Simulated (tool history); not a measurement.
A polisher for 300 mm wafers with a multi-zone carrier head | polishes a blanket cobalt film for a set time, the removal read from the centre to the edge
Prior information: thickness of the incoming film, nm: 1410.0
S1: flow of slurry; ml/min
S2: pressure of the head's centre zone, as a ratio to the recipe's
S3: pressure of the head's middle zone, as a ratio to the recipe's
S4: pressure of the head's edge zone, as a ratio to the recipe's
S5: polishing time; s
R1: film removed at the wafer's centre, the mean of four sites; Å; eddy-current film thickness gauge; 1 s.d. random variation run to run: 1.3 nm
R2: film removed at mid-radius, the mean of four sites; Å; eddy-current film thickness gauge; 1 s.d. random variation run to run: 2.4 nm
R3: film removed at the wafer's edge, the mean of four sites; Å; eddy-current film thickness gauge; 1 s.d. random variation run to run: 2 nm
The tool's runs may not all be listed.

Run 1, hour 0.0: S1 155 ml/min, S2 1.00, S3 1.00, S4 1.00, S5 49 s. Result: R1 2390.5 Å, R2 2375.3 Å, R3 2322.0 Å.
Run 2, hour 2.9: S1 150 ml/min, S2 0.99, S3 0.99, S4 0.98, S5 48 s. Result: R1 2300.4 Å, R2 2335.4 Å, R3 2188.9 Å.
Run 3, hour 8.8: S1 150 ml/min, S2 0.93, S3 0.99, S4 0.98, S5 48 s. Result: R1 2162.9 Å, R2 2302.4 Å, R3 2288.2 Å.
Run 4, hour 11.6: S1 145 ml/min, S2 0.93, S3 0.98, S4 0.97, S5 47 s. Result: R1 2094.8 Å, R2 2252.1 Å, R3 2172.2 Å.
Run 5, hour 18.9: S1 145 ml/min, S2 0.93, S3 0.98, S4 0.97, S5 35 s. Result: R1 1554.4 Å, R2 1671.0 Å, R3 1610.6 Å.
Run 6, hour 26.4: S1 145 ml/min, S2 0.93, S3 0.98, S4 1.01, S5 35 s. Result: R1 1563.1 Å, R2 1684.3 Å, R3 1659.2 Å.

What does the tool deliver on the next run?
Run 7, hour 27.9: S1 150 ml/min, S2 0.93, S3 0.98, S4 1.01, S5 35 s. Result: R1 ?, R2 ?, R3 ?.

{"run 7": {"R1": 1604.6, "R2": 1690.7, "R3": 1633.0}}

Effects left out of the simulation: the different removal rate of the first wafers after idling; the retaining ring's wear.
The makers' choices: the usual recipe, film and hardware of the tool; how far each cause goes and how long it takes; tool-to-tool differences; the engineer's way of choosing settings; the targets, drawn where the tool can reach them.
